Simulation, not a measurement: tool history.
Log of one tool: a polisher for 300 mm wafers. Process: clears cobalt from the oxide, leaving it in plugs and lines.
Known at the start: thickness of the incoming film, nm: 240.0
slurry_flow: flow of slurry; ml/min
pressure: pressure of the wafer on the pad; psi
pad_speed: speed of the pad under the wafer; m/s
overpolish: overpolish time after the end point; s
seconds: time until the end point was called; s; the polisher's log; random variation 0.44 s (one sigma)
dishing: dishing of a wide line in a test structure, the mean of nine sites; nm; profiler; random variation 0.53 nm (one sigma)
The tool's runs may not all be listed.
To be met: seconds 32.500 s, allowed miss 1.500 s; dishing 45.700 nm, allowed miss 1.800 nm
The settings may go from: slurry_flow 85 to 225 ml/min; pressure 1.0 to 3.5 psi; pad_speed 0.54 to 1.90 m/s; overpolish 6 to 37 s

run,hour,slurry_flow,pressure,pad_speed,overpolish,seconds,dishing
1,0.0,145,2.2,1.22,19,38.092,58.427
2,5.8,125,2.2,1.22,19,37.642,58.339
3,6.9,125,2.5,1.22,19,34.004,59.822
4,15.8,125,2.5,1.10,19,37.191,58.082
5,24.2,125,2.7,1.10,19,34.499,59.111
6,30.6,125,2.7,1.10,17,34.564,57.362
7,35.1,120,2.8,1.08,15,33.689,54.902
8,41.8,125,2.9,1.06,6,33.191,31.563
9,46.6,125,2.9,1.06,7,32.738,35.637
10,48.6,125,2.9,1.06,8,33.138,38.761

5 next moves are on the table. One of them brings every result within its allowed miss. Which?
A,50.6,145,2.4,1.18,13,?,?
B,50.6,125,2.9,1.00,9,?,?
C,50.6,135,2.7,1.14,10,?,?
D,50.6,135,2.7,1.10,9,?,?
E,50.6,125,2.9,1.04,6,?,?

move,seconds,dishing
A,35.368,50.650
B,35.201,41.074
C,33.110,45.461
D,34.149,41.867
E,34.042,31.784
A: takes the result that was furthest off past its target
B: nearer than the last run, and not there yet
C: meets every target
D: nearer than the last run, and not there yet
E: further off than the last run
Move C is the one to make.
